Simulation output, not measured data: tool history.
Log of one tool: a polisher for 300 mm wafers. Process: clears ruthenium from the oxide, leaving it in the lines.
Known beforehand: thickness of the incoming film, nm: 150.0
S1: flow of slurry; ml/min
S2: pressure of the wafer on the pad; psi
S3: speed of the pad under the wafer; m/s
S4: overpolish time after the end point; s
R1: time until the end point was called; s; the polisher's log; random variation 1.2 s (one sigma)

{"run": 1, "hour": 0.0, "S1": 300, "S2": 2.8, "S3": 1.2, "S4": 29, "R1": 72.77}
{"run": 2, "hour": 6.9, "S1": 300, "S2": 2.7, "S3": 1.2, "S4": 29, "R1": 75.188}
{"run": 3, "hour": 14.5, "S1": 300, "S2": 2.6, "S3": 1.2, "S4": 29, "R1": 76.449}
{"run": 4, "hour": 21.5, "S1": 355, "S2": 2.6, "S3": 1.2, "S4": 29, "R1": 77.146}
{"run": 5, "hour": 30.2, "S1": 355, "S2": 2.6, "S3": 1.2, "S4": 29, "R1": 76.845}
{"run": 6, "hour": 32.8, "S1": 355, "S2": 2.5, "S3": 1.2, "S4": 29, "R1": 77.433}

What will run 7 give?
{"run": 7, "hour": 35.2, "S1": 355, "S2": 2.4, "S3": 1.2, "S4": 29, "R1": "?"}

{"run 7": {"R1": 79.466}}
